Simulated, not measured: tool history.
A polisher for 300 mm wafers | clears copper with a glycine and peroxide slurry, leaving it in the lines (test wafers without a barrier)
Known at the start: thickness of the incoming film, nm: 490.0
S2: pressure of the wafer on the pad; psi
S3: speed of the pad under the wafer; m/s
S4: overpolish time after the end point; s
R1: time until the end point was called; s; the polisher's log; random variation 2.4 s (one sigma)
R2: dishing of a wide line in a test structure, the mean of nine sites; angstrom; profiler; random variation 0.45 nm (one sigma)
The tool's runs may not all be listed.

run 1 hour=0 | flow_of_slurry_(ml/min)=310 S2=2.6 S3=1.1 S4=26 | R1=89.126 R2=783.01
run 2 hour=8.3 | flow_of_slurry_(ml/min)=310 S2=2.6 S3=1.1 S4=38 | R1=89.018 R2=974.04
run 3 hour=11.9 | flow_of_slurry_(ml/min)=310 S2=2.6 S3=1 S4=38 | R1=100.18 R2=945.03
run 4 hour=18.9 | flow_of_slurry_(ml/min)=310 S2=2 S3=1 S4=38 | R1=123.12 R2=823.44
run 5 hour=21.4 | flow_of_slurry_(ml/min)=310 S2=2 S3=0.98 S4=35 | R1=123.98 R2=791.38
run 6 hour=26.8 | flow_of_slurry_(ml/min)=310 S2=2 S3=0.98 S4=26 | R1=123.57 R2=632.06
run 7 hour=33.8 | flow_of_slurry_(ml/min)=310 S2=2 S3=0.96 S4=24 | R1=127.32 R2=595.9
run 8 hour=37.6 | flow_of_slurry_(ml/min)=310 S2=2 S3=0.96 S4=23 | R1=126.63 R2=575.2
run 9 hour=45.7 | flow_of_slurry_(ml/min)=310 S2=2 S3=0.96 S4=22 | R1=123.83 R2=548.66
run 10 hour=54.7 | flow_of_slurry_(ml/min)=310 S2=1.9 S3=0.96 S4=21 | R1=127.28 R2=518.26
run 11 hour=55.5 | flow_of_slurry_(ml/min)=310 S2=1.2 S3=0.88 S4=15 | R1=185.51 R2=287.03
run 12 hour=60.7 | flow_of_slurry_(ml/min)=310 S2=1.2 S3=0.88 S4=15 | R1=185.3 R2=276.46

The next listed run, before its measurement:
run 13 hour=63 | flow_of_slurry_(ml/min)=310 S2=1.5 S3=0.86 S4=17 | R1=? R2=?

R1: 163.01 s
R2: 352.83 angstrom

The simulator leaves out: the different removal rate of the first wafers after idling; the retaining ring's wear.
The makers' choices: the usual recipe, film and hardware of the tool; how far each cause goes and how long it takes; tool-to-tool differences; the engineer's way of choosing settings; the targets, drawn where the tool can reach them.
